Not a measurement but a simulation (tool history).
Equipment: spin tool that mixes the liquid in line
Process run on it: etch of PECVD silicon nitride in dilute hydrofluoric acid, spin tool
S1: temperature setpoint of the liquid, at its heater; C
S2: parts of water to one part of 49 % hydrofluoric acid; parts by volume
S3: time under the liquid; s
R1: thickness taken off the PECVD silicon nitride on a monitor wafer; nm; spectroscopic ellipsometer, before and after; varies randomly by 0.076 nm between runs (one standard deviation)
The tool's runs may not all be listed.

Run 1, hour 0.0: S1 25.0 C, S2 175 parts by volume, S3 170 s. Result: R1 6.0466 nm.
Run 2, hour 7.6: S1 27.0 C, S2 165 parts by volume, S3 170 s. Result: R1 7.2885 nm.
Run 3, hour 15.3: S1 28.5 C, S2 155 parts by volume, S3 170 s. Result: R1 8.4743 nm.
Run 4, hour 20.1: S1 28.5 C, S2 110 parts by volume, S3 170 s. Result: R1 11.9470 nm.
Run 5, hour 22.9: S1 28.5 C, S2 160 parts by volume, S3 170 s. Result: R1 8.1912 nm.
Run 6, hour 27.9: S1 28.5 C, S2 160 parts by volume, S3 170 s. Result: R1 8.2128 nm.
Run 7, hour 34.9: S1 29.5 C, S2 155 parts by volume, S3 170 s. Result: R1 9.0840 nm.
Run 8, hour 43.3: S1 30.5 C, S2 150 parts by volume, S3 170 s. Result: R1 9.8358 nm.
Run 9, hour 47.4: S1 31.0 C, S2 145 parts by volume, S3 170 s. Result: R1 10.6100 nm.

Predict the results of run 10:
Run 10, hour 52.2: S1 31.5 C, S2 145 parts by volume, S3 170 s. Result: R1 ?.

Run 10 measured R1 10.9090 nm.

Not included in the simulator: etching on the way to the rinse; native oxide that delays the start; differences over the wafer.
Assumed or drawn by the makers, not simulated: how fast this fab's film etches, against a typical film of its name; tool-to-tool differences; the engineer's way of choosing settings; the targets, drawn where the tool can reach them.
